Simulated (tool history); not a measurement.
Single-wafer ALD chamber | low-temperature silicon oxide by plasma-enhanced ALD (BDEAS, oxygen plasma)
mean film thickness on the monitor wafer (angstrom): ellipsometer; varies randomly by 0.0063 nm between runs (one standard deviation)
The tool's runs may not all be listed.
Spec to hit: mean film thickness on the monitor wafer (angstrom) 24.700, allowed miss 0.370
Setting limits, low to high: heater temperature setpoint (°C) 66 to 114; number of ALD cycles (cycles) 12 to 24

run	day	heater temperature setpoint (°C)	number of ALD cycles (cycles)	mean film thickness on the monitor wafer (angstrom)
1	0.000	90	18	26.880
2	0.246	90	19	28.369
3	0.292	99	19	27.671
4	0.479	101	19	27.368
5	0.733	103	19	27.312
6	0.925	104	19	27.291
7	1.179	113	17	24.006
8	1.396	112	17	24.134
9	1.604	111	17	24.219
10	1.875	110	17	24.036
11	2.088	109	17	24.256
12	2.321	108	17	24.255
13	2.658	107	17	24.290

Next run, 5 choices. One meets every target within its allowed miss, the rest don't. Which?
A	2.996	113	17	?
B	2.996	110	18	?
C	2.996	111	17	?
D	2.996	100	17	?
E	2.996	112	18	?

move	mean film thickness on the monitor wafer (angstrom)
A	23.945
B	25.477
C	24.023
D	24.502
E	25.395
A: its largest miss is bigger than the last run's
B: moves the result that the last run missed by most past its target, out the other side
C: its largest miss is bigger than the last run's
D: meets every target
E: moves the result that the last run missed by most past its target, out the other side
The right move is D.

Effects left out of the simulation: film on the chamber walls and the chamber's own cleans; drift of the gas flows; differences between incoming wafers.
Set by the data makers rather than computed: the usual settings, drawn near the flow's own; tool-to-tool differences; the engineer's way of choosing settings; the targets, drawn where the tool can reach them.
